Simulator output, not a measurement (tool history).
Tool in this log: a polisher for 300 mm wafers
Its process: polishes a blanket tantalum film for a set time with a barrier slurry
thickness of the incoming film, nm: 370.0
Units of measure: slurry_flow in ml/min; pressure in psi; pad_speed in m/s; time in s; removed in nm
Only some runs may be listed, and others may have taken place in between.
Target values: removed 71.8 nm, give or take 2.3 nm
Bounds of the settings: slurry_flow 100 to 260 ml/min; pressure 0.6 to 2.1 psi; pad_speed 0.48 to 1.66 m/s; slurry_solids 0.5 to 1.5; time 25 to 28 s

run 1 hour=0 | slurry_flow=165 pressure=1.3 pad_speed=1.06 slurry_solids=1 time=28 | removed=35.814
run 2 hour=6.2 | slurry_flow=120 pressure=1.3 pad_speed=1.06 slurry_solids=1 time=28 | removed=34.06
run 3 hour=11.1 | slurry_flow=130 pressure=1.5 pad_speed=1.08 slurry_solids=1 time=28 | removed=38.753
run 4 hour=17.4 | slurry_flow=140 pressure=1.6 pad_speed=1.12 slurry_solids=1 time=28 | removed=43.16
run 5 hour=25.2 | slurry_flow=150 pressure=1.7 pad_speed=1.16 slurry_solids=1 time=28 | removed=48.823
-- hour=32.4 worn pad replaced by a new one
run 6 hour=32.4 | slurry_flow=150 pressure=1.7 pad_speed=1.16 slurry_solids=1 time=25 | removed=47.304
run 7 hour=36.9 | slurry_flow=160 pressure=1.8 pad_speed=1.18 slurry_solids=1 time=25 | removed=52.454
run 8 hour=39.6 | slurry_flow=175 pressure=1.9 pad_speed=1.18 slurry_solids=1 time=25 | removed=55.141
run 9 hour=46.1 | slurry_flow=175 pressure=2.1 pad_speed=1.34 slurry_solids=1 time=25 | removed=68.193
run 10 hour=51.6 | slurry_flow=180 pressure=2.1 pad_speed=1.34 slurry_solids=1 time=25 | removed=68.482

Exactly one of the 5 candidate moves below puts every result within its allowed miss. Which one?
run A hour=57.1 | slurry_flow=200 pressure=2.1 pad_speed=1.28 slurry_solids=0.9 time=26 | removed=?
run B hour=57.1 | slurry_flow=180 pressure=2 pad_speed=1.22 slurry_solids=1.1 time=27 | removed=?
run C hour=57.1 | slurry_flow=175 pressure=2.1 pad_speed=1.14 slurry_solids=1.2 time=27 | removed=?
run D hour=57.1 | slurry_flow=180 pressure=2.1 pad_speed=1.38 slurry_solids=1.1 time=27 | removed=?
run E hour=57.1 | slurry_flow=195 pressure=2.1 pad_speed=1.62 slurry_solids=0.5 time=27 | removed=?

move=A removed=66.932
move=B removed=66.053
move=C removed=65.691
move=D removed=77.79
move=E removed=71.287
A: moves away from the targets compared with the last run
B: moves away from the targets compared with the last run
C: moves away from the targets compared with the last run
D: pushes the last run's worst result past its target
E: all results in spec
The move that meets every target is E.

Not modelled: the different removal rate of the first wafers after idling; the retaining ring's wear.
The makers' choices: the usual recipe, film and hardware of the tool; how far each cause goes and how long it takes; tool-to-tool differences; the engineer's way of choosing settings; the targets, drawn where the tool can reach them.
